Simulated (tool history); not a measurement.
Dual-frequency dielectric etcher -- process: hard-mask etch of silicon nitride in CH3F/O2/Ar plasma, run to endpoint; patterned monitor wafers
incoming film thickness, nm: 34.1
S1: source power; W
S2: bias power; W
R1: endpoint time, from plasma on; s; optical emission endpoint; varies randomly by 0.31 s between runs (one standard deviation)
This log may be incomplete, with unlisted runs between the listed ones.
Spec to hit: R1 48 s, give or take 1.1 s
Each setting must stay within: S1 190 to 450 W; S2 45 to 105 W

run	hour	S1	S2	R1
1	0	320	75	52.603
2	2.4	320	63	55.161
3	6.5	320	52	58.657
4	14.4	350	52	56.61
5	21.4	350	61	54.101
6	28.3	330	61	54.924
7	30.2	350	62	53.471
8	35.7	360	63	52.2
9	41.7	370	63	51.686
10	44.9	380	63	50.909
11	50.4	390	63	49.968
12	57.8	400	64	49.429

Pick the move, out of 5, that brings all results within their allowed miss; only one does.
A	65.2	430	63	?
B	65.2	380	60	?
C	65.2	360	62	?
D	65.2	390	62	?
E	65.2	390	63	?

move	R1
A	47.948
B	51.809
C	52.695
D	50.591
E	50.328
A: each result inside its tolerance
B: moves away from the targets compared with the last run
C: moves away from the targets compared with the last run
D: moves away from the targets compared with the last run
E: moves away from the targets compared with the last run
Move A is the one to make.
